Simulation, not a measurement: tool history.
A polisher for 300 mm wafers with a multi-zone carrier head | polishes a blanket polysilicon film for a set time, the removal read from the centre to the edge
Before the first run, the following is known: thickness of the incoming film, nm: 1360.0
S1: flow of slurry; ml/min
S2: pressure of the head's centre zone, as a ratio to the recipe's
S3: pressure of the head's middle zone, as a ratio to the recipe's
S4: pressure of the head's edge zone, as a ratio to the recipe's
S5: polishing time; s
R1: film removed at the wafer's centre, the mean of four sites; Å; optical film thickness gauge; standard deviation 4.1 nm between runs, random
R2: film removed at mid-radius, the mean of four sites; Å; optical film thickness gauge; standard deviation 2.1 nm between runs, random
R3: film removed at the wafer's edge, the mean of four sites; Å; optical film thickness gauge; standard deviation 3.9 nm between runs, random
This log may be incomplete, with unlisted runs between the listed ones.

{"run": 1, "hour": 0.0, "S1": 160, "S2": 1, "S3": 1, "S4": 1, "S5": 33, "R1": 2884.1, "R2": 2765.8, "R3": 2773.4}
{"run": 2, "hour": 3.9, "S1": 145, "S2": 1, "S3": 1, "S4": 1, "S5": 33, "R1": 2838.2, "R2": 2720.5, "R3": 2723.4}
{"run": 3, "hour": 6.2, "S1": 120, "S2": 1, "S3": 1, "S4": 1, "S5": 33, "R1": 2688.1, "R2": 2568.5, "R3": 2668.8}
{"run": 4, "hour": 12.9, "S1": 145, "S2": 1, "S3": 1.02, "S4": 1.01, "S5": 33, "R1": 2751.6, "R2": 2753.5, "R3": 2784.1}
{"run": 5, "hour": 17.1, "S1": 145, "S2": 1, "S3": 1.02, "S4": 1.06, "S5": 33, "R1": 2811, "R2": 2753.2, "R3": 2839.1}
{"run": 6, "hour": 24.5, "S1": 165, "S2": 1.01, "S3": 1.03, "S4": 1.05, "S5": 33, "R1": 2913.4, "R2": 2848.4, "R3": 2810.2}
{"run": 7, "hour": 26.8, "S1": 180, "S2": 1.01, "S3": 1.04, "S4": 1.06, "S5": 33, "R1": 3047.4, "R2": 2902.2, "R3": 2863.7}

Predict the results of run 8:
{"run": 8, "hour": 29.0, "S1": 190, "S2": 1, "S3": 1.06, "S4": 1.06, "S5": 33, "R1": "?", "R2": "?", "R3": "?"}

{"run 8": {"R1": 2982, "R2": 3000.3, "R3": 2914.2}}
